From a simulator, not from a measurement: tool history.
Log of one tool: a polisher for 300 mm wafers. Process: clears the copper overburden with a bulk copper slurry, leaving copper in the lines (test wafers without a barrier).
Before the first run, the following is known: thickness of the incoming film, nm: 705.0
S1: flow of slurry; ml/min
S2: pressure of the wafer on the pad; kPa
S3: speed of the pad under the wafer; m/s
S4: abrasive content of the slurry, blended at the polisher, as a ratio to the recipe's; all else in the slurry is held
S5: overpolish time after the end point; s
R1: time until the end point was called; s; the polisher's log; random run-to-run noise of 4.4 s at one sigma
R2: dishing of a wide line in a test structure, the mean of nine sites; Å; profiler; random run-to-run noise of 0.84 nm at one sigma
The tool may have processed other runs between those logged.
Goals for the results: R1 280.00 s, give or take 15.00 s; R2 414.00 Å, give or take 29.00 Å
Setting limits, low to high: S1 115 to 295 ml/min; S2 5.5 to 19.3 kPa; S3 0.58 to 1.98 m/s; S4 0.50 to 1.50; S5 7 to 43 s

{"run": 1, "day": 0.0, "S1": 190, "S2": 12.4, "S3": 1.28, "S4": 1.0, "S5": 22, "R1": 117.69, "R2": 664.0}
{"run": 2, "day": 0.375, "S1": 190, "S2": 12.4, "S3": 1.28, "S4": 1.0, "S5": 26, "R1": 115.7, "R2": 726.7}
{"run": 3, "day": 0.558, "S1": 190, "S2": 13.8, "S3": 1.28, "S4": 1.0, "S5": 26, "R1": 109.09, "R2": 764.15}
{"run": 4, "day": 0.704, "S1": 190, "S2": 12.4, "S3": 1.18, "S4": 1.0, "S5": 26, "R1": 126.08, "R2": 717.59}
{"run": 5, "day": 0.979, "S1": 190, "S2": 12.4, "S3": 1.18, "S4": 1.1, "S5": 26, "R1": 124.84, "R2": 702.1}
{"run": 6, "day": 1.025, "S1": 190, "S2": 11.7, "S3": 1.1, "S4": 1.1, "S5": 26, "R1": 140.59, "R2": 653.13}
{"run": 7, "day": 1.346, "S1": 190, "S2": 11.0, "S3": 1.04, "S4": 1.1, "S5": 26, "R1": 157.66, "R2": 619.43}
{"run": 8, "day": 1.462, "S1": 190, "S2": 10.3, "S3": 1.0, "S4": 1.1, "S5": 26, "R1": 172.72, "R2": 559.13}
{"run": 9, "day": 1.696, "S1": 190, "S2": 9.7, "S3": 0.98, "S4": 1.1, "S5": 27, "R1": 178.88, "R2": 554.82}
{"run": 10, "day": 2.008, "S1": 190, "S2": 9.0, "S3": 0.94, "S4": 1.1, "S5": 27, "R1": 200.63, "R2": 496.96}
{"run": 11, "day": 2.346, "S1": 190, "S2": 8.3, "S3": 0.92, "S4": 1.1, "S5": 28, "R1": 214.88, "R2": 488.86}
{"run": 12, "day": 2.679, "S1": 190, "S2": 5.5, "S3": 0.84, "S4": 1.1, "S5": 29, "R1": 316.46, "R2": 381.49}

Next run, 5 choices. One meets every target within its allowed miss, the rest don't. Which?
{"run": "A", "day": 3.012, "S1": 210, "S2": 5.5, "S3": 0.76, "S4": 1.1, "S5": 30, "R1": "?", "R2": "?"}
{"run": "B", "day": 3.012, "S1": 215, "S2": 6.2, "S3": 0.84, "S4": 1.1, "S5": 28, "R1": "?", "R2": "?"}
{"run": "C", "day": 3.012, "S1": 160, "S2": 5.5, "S3": 0.84, "S4": 1.2, "S5": 33, "R1": "?", "R2": "?"}
{"run": "D", "day": 3.012, "S1": 165, "S2": 6.9, "S3": 0.88, "S4": 0.95, "S5": 34, "R1": "?", "R2": "?"}
{"run": "E", "day": 3.012, "S1": 175, "S2": 6.2, "S3": 0.76, "S4": 1.2, "S5": 28, "R1": "?", "R2": "?"}

move=A R1=332.49 R2=354.09
move=B R1=278.49 R2=386.48
move=C R1=308.37 R2=398.96
move=D R1=268.15 R2=456.98
move=E R1=308.66 R2=359.04
A: further off than the last run
B: every result within its allowed miss
C: gains on the last run, yet a result remains outside its allowed miss
D: gets the furthest-off result to its target, but another result is out of tolerance
E: gains on the last run, yet a result remains outside its allowed miss
The move that meets every target is B.

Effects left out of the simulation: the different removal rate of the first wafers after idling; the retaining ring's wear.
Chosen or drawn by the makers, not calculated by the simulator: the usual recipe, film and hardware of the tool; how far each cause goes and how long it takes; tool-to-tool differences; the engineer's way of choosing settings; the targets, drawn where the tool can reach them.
